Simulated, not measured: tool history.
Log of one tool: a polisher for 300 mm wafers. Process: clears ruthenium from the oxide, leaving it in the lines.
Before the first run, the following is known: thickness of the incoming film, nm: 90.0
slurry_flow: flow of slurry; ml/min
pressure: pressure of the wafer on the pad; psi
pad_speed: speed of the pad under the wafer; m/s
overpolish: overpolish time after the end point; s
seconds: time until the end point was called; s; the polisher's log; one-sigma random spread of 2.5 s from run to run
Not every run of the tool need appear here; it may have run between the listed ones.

run  hour  slurry_flow  pressure  pad_speed  overpolish  seconds
  1     0          165       1.6       1.28           4   76.056
  2   2.2          165       1.5       1.26           4   79.967
  3    11          165       1.5       1.26           4   77.769
  4  16.6          165       1.3       1.22           4   92.983
  5  24.1          165       1.3       1.22           4   93.501
  6  24.8          195       1.3       1.22           4   91.328

The next listed run, before its measurement:
  7  26.3          195       1.2        1.2           4        ?

{"run 7": {"seconds": 98.709}}
